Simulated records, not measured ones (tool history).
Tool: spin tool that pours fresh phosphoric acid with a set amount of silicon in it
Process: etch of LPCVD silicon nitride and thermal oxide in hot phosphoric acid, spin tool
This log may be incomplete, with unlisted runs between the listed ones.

run  hour  temperature setpoint of the liquid (°C)  silicon dissolved in the acid as it is poured (mg a litre)  time under the liquid (s)  thickness taken off the LPCVD silicon nitride on a monitor wafer (angstrom)  thickness taken off the thermal oxide on a monitor wafer (angstrom)
  1     0                                      162                                                        22.5                        180                                                                       162.53                                                               2.8261
  2   0.8                                      162                                                        22.5                        110                                                                       97.361                                                               1.7803
  3   3.9                                    162.5                                                        25.5                        135                                                                       122.12                                                               2.3461
  4  11.1                                      161                                                        25.5                        135                                                                       117.33                                                               1.8836
  5  19.7                                    161.5                                                          29                        155                                                                       136.33                                                               2.0373
  6  21.4                                    161.5                                                          29                        105                                                                         94.3                                                               1.2856
  7    30                                      162                                                          32                        130                                                                       116.26                                                               1.4805

Predict the results of run 8:
  8  33.3                                    162.5                                                        33.5                        150                                                                            ?                                                                    ?

thickness taken off the LPCVD silicon nitride on a monitor wafer (angstrom): 138.68
thickness taken off the thermal oxide on a monitor wafer (angstrom): 1.6189
